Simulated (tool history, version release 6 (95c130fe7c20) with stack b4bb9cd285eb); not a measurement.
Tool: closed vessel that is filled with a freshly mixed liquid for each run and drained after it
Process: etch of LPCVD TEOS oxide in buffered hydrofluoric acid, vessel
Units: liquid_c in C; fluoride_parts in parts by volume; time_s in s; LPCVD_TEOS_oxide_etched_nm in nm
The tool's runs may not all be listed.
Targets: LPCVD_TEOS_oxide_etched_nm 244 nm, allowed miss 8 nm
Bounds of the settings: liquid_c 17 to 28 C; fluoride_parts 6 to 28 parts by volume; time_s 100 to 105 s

run,hour,liquid_c,fluoride_parts,time_s,LPCVD_TEOS_oxide_etched_nm
1,0,20,17,100,140.79
2,3.3,20,17,100,138.21
3,12.1,20,21,100,113.52
4,14.7,17.5,21,100,99.624
5,19.3,17.5,16,100,127.38
6,25.9,19,15.5,100,144.84
7,30.9,20.5,15.5,100,157.87
8,33.2,21.5,15.5,100,164.71
9,37.1,22.5,15.5,100,174.66
10,40.4,23.5,15.5,100,184.5

Which of these 4 next moves meets every target?
A,43.7,25,14.5,105,?
B,43.7,24.5,12,105,?
C,43.7,20.5,10.5,105,?
D,43.7,26,13,105,?

move,LPCVD_TEOS_oxide_etched_nm
A,224.44
B,262.95
C,240.82
D,263.52
A: nearer than the last run, and not there yet
B: takes the result that was furthest off past its target
C: meets every target
D: takes the result that was furthest off past its target
Move C is the one to make.
